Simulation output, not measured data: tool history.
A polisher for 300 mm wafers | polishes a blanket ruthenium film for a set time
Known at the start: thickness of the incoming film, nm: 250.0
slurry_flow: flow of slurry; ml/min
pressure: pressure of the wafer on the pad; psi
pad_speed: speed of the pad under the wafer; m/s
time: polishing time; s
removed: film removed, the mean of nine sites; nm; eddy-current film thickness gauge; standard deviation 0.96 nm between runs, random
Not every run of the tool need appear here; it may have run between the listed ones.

| run | hour | slurry_flow | pressure | pad_speed | time | removed |
|---|---|---|---|---|---|---|
| 1 | 0 | 165 | 2.5 | 1.12 | 42 | 60.858 |
| 2 | 4.8 | 170 | 2.9 | 1.12 | 42 | 67.411 |
| 3 | 8.5 | 170 | 3.2 | 1.16 | 42 | 74.628 |
| 4 | 17.4 | 170 | 3.2 | 1.02 | 42 | 67.156 |
| 5 | 25.1 | 175 | 3.4 | 1.1 | 42 | 74.422 |
| 6 | 29.7 | 175 | 3.6 | 1.16 | 42 | 81.665 |
| 7 | 37.1 | 175 | 3.7 | 1.2 | 42 | 83.824 |
| 8 | 43.9 | 180 | 3.8 | 1.26 | 42 | 89.797 |

Forecast run 9:
| 9 | 50.2 | 180 | 3.8 | 1.3 | 42 | ? |

{"run 9": {"removed": 93.093}}
